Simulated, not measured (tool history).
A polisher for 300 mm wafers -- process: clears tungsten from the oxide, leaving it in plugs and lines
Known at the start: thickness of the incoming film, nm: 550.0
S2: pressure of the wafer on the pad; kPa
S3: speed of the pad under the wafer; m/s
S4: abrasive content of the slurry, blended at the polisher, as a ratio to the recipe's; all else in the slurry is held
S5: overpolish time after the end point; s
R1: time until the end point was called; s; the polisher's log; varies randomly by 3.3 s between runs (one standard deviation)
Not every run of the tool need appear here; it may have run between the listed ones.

run 1 hour=0 | flow_of_slurry_(ml/min)=295 S2=33.8 S3=0.86 S4=1 S5=25 | R1=132.4
run 2 hour=4.7 | flow_of_slurry_(ml/min)=295 S2=31.7 S3=0.86 S4=1 S5=25 | R1=136.68
run 3 hour=12.4 | flow_of_slurry_(ml/min)=295 S2=29.6 S3=0.86 S4=1 S5=25 | R1=145.16
run 4 hour=19 | flow_of_slurry_(ml/min)=295 S2=29.6 S3=0.98 S4=1 S5=25 | R1=129.08
run 5 hour=20.8 | flow_of_slurry_(ml/min)=295 S2=27.6 S3=0.96 S4=1 S5=25 | R1=141.35
run 6 hour=24.9 | flow_of_slurry_(ml/min)=295 S2=31 S3=0.96 S4=1 S5=25 | R1=126.55
run 7 hour=25.5 | flow_of_slurry_(ml/min)=295 S2=29 S3=0.94 S4=1 S5=25 | R1=136.81
run 8 hour=29.7 | flow_of_slurry_(ml/min)=295 S2=26.9 S3=0.94 S4=1 S5=25 | R1=150.88
run 9 hour=34 | flow_of_slurry_(ml/min)=295 S2=26.2 S3=0.94 S4=1 S5=25 | R1=143.82
run 10 hour=37.5 | flow_of_slurry_(ml/min)=295 S2=24.1 S3=0.92 S4=1 S5=25 | R1=163.79

Predict the results of run 11:
run 11 hour=43.1 | flow_of_slurry_(ml/min)=295 S2=24.1 S3=0.92 S4=1 S5=25 | R1=?

{"run 11": {"R1": 165.47}}
